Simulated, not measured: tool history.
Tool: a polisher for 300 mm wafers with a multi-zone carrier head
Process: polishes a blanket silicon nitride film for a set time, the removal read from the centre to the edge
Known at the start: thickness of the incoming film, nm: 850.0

| run | hour | flow of slurry (ml/min) | pressure of the head's centre zone | pressure of the head's middle zone | pressure of the head's edge zone | polishing time (s) | film removed at the wafer's centre (nm) | film removed at mid-radius (nm) | film removed at the wafer's edge (nm) |
|---|---|---|---|---|---|---|---|---|---|
| 1 | 0.0 | 245 | 1.00 | 1.00 | 1.00 | 60 | 103.270 | 100.140 | 101.520 |
| 2 | 3.2 | 235 | 0.96 | 0.96 | 0.97 | 54 | 87.008 | 86.422 | 91.629 |
| 3 | 8.4 | 235 | 0.96 | 0.96 | 0.89 | 54 | 88.158 | 85.991 | 85.827 |
| 4 | 12.7 | 235 | 0.90 | 0.96 | 0.89 | 54 | 82.228 | 85.916 | 87.220 |
| 5 | 17.3 | 260 | 0.90 | 0.96 | 0.89 | 54 | 83.298 | 87.216 | 89.266 |
| 6 | 19.6 | 240 | 0.89 | 0.93 | 0.87 | 51 | 76.380 | 78.185 | 82.221 |
| 7 | 20.1 | 225 | 0.88 | 0.91 | 0.85 | 49 | 71.730 | 71.566 | 76.064 |
| 8 | 21.1 | 210 | 0.87 | 0.90 | 0.84 | 48 | 70.154 | 71.458 | 74.582 |

The next listed run, before its measurement:
| 9 | 24.1 | 205 | 0.86 | 0.88 | 0.83 | 47 | ? | ? | ? |

{"run 9": {"film removed at the wafer's centre (nm)": 67.447, "film removed at mid-radius (nm)": 69.296, "film removed at the wafer's edge (nm)": 71.986}}
